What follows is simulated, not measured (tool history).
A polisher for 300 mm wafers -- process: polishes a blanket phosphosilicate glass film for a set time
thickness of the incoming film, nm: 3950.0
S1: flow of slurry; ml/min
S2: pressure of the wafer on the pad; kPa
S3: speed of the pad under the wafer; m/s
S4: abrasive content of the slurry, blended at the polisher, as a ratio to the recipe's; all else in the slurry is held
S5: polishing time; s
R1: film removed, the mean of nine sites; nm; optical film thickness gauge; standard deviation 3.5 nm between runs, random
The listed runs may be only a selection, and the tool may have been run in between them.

| run | hour | S1 | S2 | S3 | S4 | S5 | R1 |
|---|---|---|---|---|---|---|---|
| 1 | 0.0 | 250 | 16.5 | 0.84 | 1.0 | 51 | 258.02 |
| 2 | 4.6 | 250 | 13.8 | 0.84 | 1.0 | 51 | 218.14 |
| 3 | 9.8 | 250 | 13.8 | 1.00 | 1.0 | 51 | 250.39 |
| 4 | 16.6 | 250 | 13.8 | 1.00 | 1.0 | 51 | 248.08 |
| 5 | 19.9 | 215 | 13.8 | 1.00 | 1.0 | 51 | 249.50 |
| 6 | 26.7 | 215 | 15.2 | 1.00 | 1.0 | 51 | 269.34 |
| 7 | 33.1 | 215 | 16.5 | 1.00 | 1.0 | 51 | 291.02 |

Estimate the outcome of run 8 from the log above:
| 8 | 33.8 | 215 | 17.9 | 1.00 | 1.0 | 51 | ? |

Run 8 came out at R1 313.59 nm.

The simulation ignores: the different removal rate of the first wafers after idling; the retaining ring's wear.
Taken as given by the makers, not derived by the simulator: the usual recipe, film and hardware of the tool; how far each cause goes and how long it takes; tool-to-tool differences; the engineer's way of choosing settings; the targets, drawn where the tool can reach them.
